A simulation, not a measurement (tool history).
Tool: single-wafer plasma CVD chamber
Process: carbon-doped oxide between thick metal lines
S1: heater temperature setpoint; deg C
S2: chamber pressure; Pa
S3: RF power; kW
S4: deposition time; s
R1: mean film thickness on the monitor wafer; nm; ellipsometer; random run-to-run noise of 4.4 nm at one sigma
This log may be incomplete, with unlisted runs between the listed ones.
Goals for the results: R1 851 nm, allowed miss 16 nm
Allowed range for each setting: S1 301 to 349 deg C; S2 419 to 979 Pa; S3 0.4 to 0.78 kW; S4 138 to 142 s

run	day	S1	S2	S3	S4	R1
1	0	325	699	0.59	138	770.17
2	0.304	325	699	0.59	138	774.12
3	0.504	321	733	0.6	138	797.09
4	0.808	318	756	0.605	138	817.82
5	1.083	328	756	0.605	138	780.56
6	1.346	324	776	0.61	138	798.21
7	1.662	321	788	0.615	138	814.3
8	1.817	319	797	0.62	138	826.66

Of the 5 settings listed for the next run, only one would bring every result within its allowed miss of target. Which one?
A	1.971	316	717	0.66	142	?
B	1.971	320	796	0.605	139	?
C	1.971	314	839	0.565	138	?
D	1.971	322	695	0.625	138	?
E	1.971	319	891	0.62	141	?

move	R1
A	876.23
B	814.58
C	805.51
D	805.91
E	847.05
A: takes the result that was furthest off past its target
B: misses by more than the last run did
C: misses by more than the last run did
D: misses by more than the last run did
E: every result within its allowed miss
The right move is E.
